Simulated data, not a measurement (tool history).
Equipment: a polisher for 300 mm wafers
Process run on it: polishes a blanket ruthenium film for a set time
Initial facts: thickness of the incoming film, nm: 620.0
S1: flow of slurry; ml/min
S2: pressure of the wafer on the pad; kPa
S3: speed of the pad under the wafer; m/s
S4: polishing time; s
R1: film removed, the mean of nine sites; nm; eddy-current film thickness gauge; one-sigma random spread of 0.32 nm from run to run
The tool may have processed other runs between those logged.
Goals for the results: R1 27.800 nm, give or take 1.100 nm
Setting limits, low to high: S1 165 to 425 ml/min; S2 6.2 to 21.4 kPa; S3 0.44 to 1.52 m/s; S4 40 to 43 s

run  hour   S1    S2    S3  S4      R1
  1   0.0  275  13.8  0.98  43  40.565
  2   3.7  275  13.8  1.10  43  46.925
  3   4.5  330  13.8  1.10  43  46.401
  4  10.2  330  11.7  1.10  43  41.796
  5  16.5  330  10.3  1.06  43  35.754
  6  19.4  330  12.4  1.06  43  41.166
  7  27.6  330  10.3  1.06  43  36.454
  8  32.4  330   9.0  1.04  43  31.579

Which one of the following 5 next-run settings gets every result inside its allowed miss? There is exactly one.
  A  37.2  365  7.6  1.10  43   ?
  B  37.2  370  7.6  1.18  43   ?
  C  37.2  300  9.0  1.20  40   ?
  D  37.2  325  8.3  0.96  40   ?
  E  37.2  360  8.3  0.94  43   ?

move      R1
   A  30.162
   B  32.326
   C  33.807
   D  25.879
   E  27.454
A: moves toward the targets from the last run without getting all of them in spec
B: lands further from the targets than the last run did
C: lands further from the targets than the last run did
D: moves the result that the last run missed by most past its target, out the other side
E: every result lands within tolerance
The move that meets every target is E.
